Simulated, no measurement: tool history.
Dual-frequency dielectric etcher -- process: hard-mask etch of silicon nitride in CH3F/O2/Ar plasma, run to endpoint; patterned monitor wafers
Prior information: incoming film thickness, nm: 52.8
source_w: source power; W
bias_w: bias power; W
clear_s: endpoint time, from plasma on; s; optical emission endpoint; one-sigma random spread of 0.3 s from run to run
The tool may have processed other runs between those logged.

run,hour,source_w,bias_w,clear_s
1,0,380,70,82.359
2,2.6,380,82,76.11
3,3.8,430,82,72.295
4,8.3,360,82,77.898
5,8.9,370,82,77.225
6,14.2,370,91,72.726
7,17.1,390,91,71.148

What does the tool deliver on the next run?
8,22.7,390,91,?

Run 8 yielded clear_s 71.37 s.
